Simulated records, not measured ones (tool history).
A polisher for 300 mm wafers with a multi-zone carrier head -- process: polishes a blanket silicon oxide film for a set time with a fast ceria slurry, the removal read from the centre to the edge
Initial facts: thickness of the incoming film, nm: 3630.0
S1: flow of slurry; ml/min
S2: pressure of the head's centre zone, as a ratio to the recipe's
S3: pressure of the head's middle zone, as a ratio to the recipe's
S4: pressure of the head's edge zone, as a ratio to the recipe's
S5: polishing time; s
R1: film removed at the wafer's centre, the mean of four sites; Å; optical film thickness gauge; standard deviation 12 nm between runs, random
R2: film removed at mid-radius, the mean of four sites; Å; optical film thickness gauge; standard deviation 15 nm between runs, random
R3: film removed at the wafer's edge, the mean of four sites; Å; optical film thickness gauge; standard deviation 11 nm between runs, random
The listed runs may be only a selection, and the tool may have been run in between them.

run 1 hour=0.0 | S1=165 S2=1.00 S3=1.00 S4=1.00 S5=79 | R1=8583.1 R2=8505.8 R3=8495.8
run 2 hour=1.4 | S1=165 S2=1.00 S3=0.92 S4=1.00 S5=79 | R1=8420.5 R2=8257.1 R3=8401.7
run 3 hour=3.1 | S1=170 S2=0.99 S3=0.93 S4=1.04 S5=82 | R1=8803.5 R2=8623.0 R3=8972.5
run 4 hour=9.2 | S1=175 S2=0.97 S3=0.94 S4=1.07 S5=84 | R1=8719.2 R2=8824.6 R3=9514.7
run 5 hour=14.4 | S1=175 S2=0.97 S3=0.94 S4=1.07 S5=69 | R1=7185.6 R2=7224.1 R3=7697.1
run 6 hour=19.1 | S1=175 S2=0.97 S3=1.01 S4=1.07 S5=69 | R1=7375.5 R2=7758.6 R3=7714.4
run 7 hour=24.9 | S1=180 S2=0.97 S3=1.00 S4=1.09 S5=74 | R1=7740.1 R2=8073.3 R3=8349.3
run 8 hour=32.0 | S1=210 S2=0.99 S3=1.03 S4=1.19 S5=93 | R1=10428.0 R2=10828.0 R3=11072.0

What does the tool deliver on the next run?
run 9 hour=33.6 | S1=205 S2=0.98 S3=1.02 S4=1.19 S5=93 | R1=? R2=? R3=?

R1: 10233.0 Å
R2: 10800.0 Å
R3: 11054.0 Å
